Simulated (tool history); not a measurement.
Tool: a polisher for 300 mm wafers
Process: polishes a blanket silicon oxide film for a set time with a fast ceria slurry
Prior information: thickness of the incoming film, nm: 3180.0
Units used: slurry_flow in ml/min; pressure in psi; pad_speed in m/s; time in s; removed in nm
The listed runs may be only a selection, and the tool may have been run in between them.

run  hour  slurry_flow  pressure  pad_speed  time  removed
  1   0.0          225       1.8       0.96    43   386.03
  2   2.4          225       1.7       0.94    43   370.64
  3   9.2          225       1.7       1.08    43   419.18
  4  16.3          225       1.6       1.04    43   387.24
     19.8  -- slurry nozzle cleaned
  5  19.8          225       1.2       1.04    43   292.91
  6  27.8          225       1.1       1.02    43   269.51
  7  35.7          225       1.1       1.00    43   267.95
  8  37.7          225       1.1       1.00    43   262.84

What does the tool deliver on the next run?
  9  42.4          225       1.1       0.98    43        ?

{"run 9": {"removed": 260.39}}
